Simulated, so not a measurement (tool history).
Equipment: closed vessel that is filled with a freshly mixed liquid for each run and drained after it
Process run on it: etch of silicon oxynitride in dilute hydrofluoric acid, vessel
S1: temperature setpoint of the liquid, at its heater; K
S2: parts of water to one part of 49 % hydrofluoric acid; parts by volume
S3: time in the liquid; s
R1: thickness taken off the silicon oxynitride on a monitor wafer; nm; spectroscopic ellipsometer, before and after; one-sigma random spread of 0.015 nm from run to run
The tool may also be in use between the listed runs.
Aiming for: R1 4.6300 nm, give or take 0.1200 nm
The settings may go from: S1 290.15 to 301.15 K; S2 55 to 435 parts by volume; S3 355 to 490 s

Run 1, day 0.000: S1 293.15 K, S2 245 parts by volume, S3 490 s. Result: R1 6.3484 nm.
Run 2, day 0.371: S1 293.15 K, S2 195 parts by volume, S3 490 s. Result: R1 8.2523 nm.
Run 3, day 0.496: S1 292.65 K, S2 210 parts by volume, S3 490 s. Result: R1 7.3913 nm.
Run 4, day 0.767: S1 292.15 K, S2 225 parts by volume, S3 490 s. Result: R1 6.6758 nm.
Run 5, day 0.992: S1 290.15 K, S2 225 parts by volume, S3 490 s. Result: R1 6.0972 nm.
Run 6, day 1.396: S1 290.15 K, S2 235 parts by volume, S3 490 s. Result: R1 5.8244 nm.
Run 7, day 1.675: S1 290.15 K, S2 245 parts by volume, S3 490 s. Result: R1 5.5333 nm.
Run 8, day 2.021: S1 290.15 K, S2 250 parts by volume, S3 490 s. Result: R1 5.4243 nm.
Run 9, day 2.283: S1 290.15 K, S2 255 parts by volume, S3 490 s. Result: R1 5.3017 nm.
Run 10, day 2.375: S1 290.15 K, S2 260 parts by volume, S3 490 s. Result: R1 5.1545 nm.
Run 11, day 2.700: S1 290.15 K, S2 260 parts by volume, S3 490 s. Result: R1 5.1798 nm.

Exactly one of the 5 candidate moves below puts every result within its allowed miss. Which one?
Run A, day 3.025: S1 290.15 K, S2 205 parts by volume, S3 365 s. Result: R1 ?.
Run B, day 3.025: S1 290.15 K, S2 270 parts by volume, S3 490 s. Result: R1 ?.
Run C, day 3.025: S1 293.15 K, S2 305 parts by volume, S3 465 s. Result: R1 ?.
Run D, day 3.025: S1 292.15 K, S2 295 parts by volume, S3 490 s. Result: R1 ?.
Run E, day 3.025: S1 290.15 K, S2 265 parts by volume, S3 470 s. Result: R1 ?.

move      R1
   A  5.0346
   B  4.9449
   C  4.6644
   D  4.8889
   E  4.8460
A: moves toward the targets from the last run without getting all of them in spec
B: moves toward the targets from the last run without getting all of them in spec
C: each result inside its tolerance
D: moves toward the targets from the last run without getting all of them in spec
E: moves toward the targets from the last run without getting all of them in spec
C is the move that brings every result within its allowed miss.

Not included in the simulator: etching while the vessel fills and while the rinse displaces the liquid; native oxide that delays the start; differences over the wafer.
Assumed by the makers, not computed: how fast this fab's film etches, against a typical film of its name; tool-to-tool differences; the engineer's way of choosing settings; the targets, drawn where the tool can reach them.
